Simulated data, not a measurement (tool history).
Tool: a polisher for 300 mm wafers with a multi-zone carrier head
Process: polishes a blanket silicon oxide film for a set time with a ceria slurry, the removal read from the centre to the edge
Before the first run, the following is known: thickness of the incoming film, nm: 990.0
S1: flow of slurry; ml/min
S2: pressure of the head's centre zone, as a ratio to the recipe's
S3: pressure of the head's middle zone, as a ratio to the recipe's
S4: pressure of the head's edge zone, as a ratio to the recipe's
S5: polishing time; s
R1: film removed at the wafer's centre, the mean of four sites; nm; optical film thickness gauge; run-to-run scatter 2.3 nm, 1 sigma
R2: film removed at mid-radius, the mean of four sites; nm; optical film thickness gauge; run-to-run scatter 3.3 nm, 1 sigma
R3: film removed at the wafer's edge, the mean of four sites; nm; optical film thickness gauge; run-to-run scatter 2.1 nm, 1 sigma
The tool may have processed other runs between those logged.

| run | hour | S1 | S2 | S3 | S4 | S5 | R1 | R2 | R3 |
|---|---|---|---|---|---|---|---|---|---|
| 1 | 0 | 260 | 1 | 1 | 1 | 37 | 187.81 | 192.03 | 194.84 |
| 2 | 8.8 | 260 | 1 | 1 | 0.93 | 37 | 187.9 | 188.16 | 189.2 |
| 3 | 14.9 | 265 | 1.01 | 1.02 | 0.98 | 38 | 191.75 | 197.68 | 198.36 |
| 4 | 15.7 | 265 | 1.01 | 0.99 | 0.98 | 38 | 191.35 | 193.84 | 195.29 |
| 5 | 22.5 | 260 | 1.03 | 1.01 | 1.01 | 40 | 206.91 | 210.66 | 215.14 |
| 6 | 24.4 | 265 | 1.05 | 1.03 | 1.02 | 40 | 215.1 | 208.49 | 214.79 |
| 7 | 28.3 | 265 | 1.05 | 1.06 | 1.03 | 41 | 218.99 | 222.92 | 220.54 |

Run 8, settings as shown, results not yet in. Your forecast:
| 8 | 34 | 265 | 1.05 | 1.07 | 1.05 | 41 | ? | ? | ? |

Run 8 measured R1 217.08 nm, R2 219.92 nm, R3 219.03 nm.

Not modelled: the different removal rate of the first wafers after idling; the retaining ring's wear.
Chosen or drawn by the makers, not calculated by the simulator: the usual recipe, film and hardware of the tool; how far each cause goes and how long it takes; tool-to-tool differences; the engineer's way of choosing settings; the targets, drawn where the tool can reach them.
